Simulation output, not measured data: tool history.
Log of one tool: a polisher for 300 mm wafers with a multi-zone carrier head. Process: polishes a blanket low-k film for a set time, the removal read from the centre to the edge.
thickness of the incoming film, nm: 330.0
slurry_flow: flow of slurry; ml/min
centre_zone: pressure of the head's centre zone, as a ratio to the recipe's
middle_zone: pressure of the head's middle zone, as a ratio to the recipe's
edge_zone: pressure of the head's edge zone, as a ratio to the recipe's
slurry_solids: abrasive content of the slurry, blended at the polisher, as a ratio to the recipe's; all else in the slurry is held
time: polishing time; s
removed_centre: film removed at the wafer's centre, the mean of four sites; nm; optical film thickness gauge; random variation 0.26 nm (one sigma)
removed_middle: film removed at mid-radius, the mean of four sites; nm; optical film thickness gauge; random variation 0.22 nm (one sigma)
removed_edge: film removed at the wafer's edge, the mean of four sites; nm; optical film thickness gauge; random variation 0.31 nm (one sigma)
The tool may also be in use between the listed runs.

Run 1, hour 0.0: slurry_flow 215 ml/min, centre_zone 1.00, middle_zone 1.00, edge_zone 1.00, slurry_solids 1.0, time 76 s. Result: removed_centre 21.252 nm, removed_middle 21.219 nm, removed_edge 20.779 nm.
Run 2, hour 8.3: slurry_flow 220 ml/min, centre_zone 1.01, middle_zone 1.02, edge_zone 1.01, slurry_solids 1.0, time 76 s. Result: removed_centre 21.691 nm, removed_middle 21.526 nm, removed_edge 20.957 nm.
Run 3, hour 10.2: slurry_flow 220 ml/min, centre_zone 1.01, middle_zone 1.02, edge_zone 1.01, slurry_solids 1.0, time 84 s. Result: removed_centre 23.649 nm, removed_middle 24.242 nm, removed_edge 23.111 nm.
Run 4, hour 15.5: slurry_flow 225 ml/min, centre_zone 1.01, middle_zone 1.03, edge_zone 1.01, slurry_solids 1.0, time 84 s. Result: removed_centre 23.526 nm, removed_middle 24.118 nm, removed_edge 22.998 nm.
Run 5, hour 21.9: slurry_flow 225 ml/min, centre_zone 1.02, middle_zone 1.04, edge_zone 1.01, slurry_solids 1.0, time 84 s. Result: removed_centre 24.281 nm, removed_middle 24.407 nm, removed_edge 23.463 nm.
Run 6, hour 26.3: slurry_flow 225 ml/min, centre_zone 1.02, middle_zone 1.04, edge_zone 1.01, slurry_solids 1.2, time 84 s. Result: removed_centre 25.682 nm, removed_middle 26.077 nm, removed_edge 24.253 nm.
Run 7, hour 28.7: slurry_flow 225 ml/min, centre_zone 1.02, middle_zone 1.04, edge_zone 1.00, slurry_solids 1.2, time 84 s. Result: removed_centre 26.263 nm, removed_middle 26.268 nm, removed_edge 24.470 nm.

Forecast run 8:
Run 8, hour 32.6: slurry_flow 220 ml/min, centre_zone 1.02, middle_zone 1.04, edge_zone 0.99, slurry_solids 1.2, time 84 s. Result: removed_centre ?, removed_middle ?, removed_edge ?.

Run 8 gave removed_centre 26.001 nm, removed_middle 25.787 nm, removed_edge 24.353 nm.

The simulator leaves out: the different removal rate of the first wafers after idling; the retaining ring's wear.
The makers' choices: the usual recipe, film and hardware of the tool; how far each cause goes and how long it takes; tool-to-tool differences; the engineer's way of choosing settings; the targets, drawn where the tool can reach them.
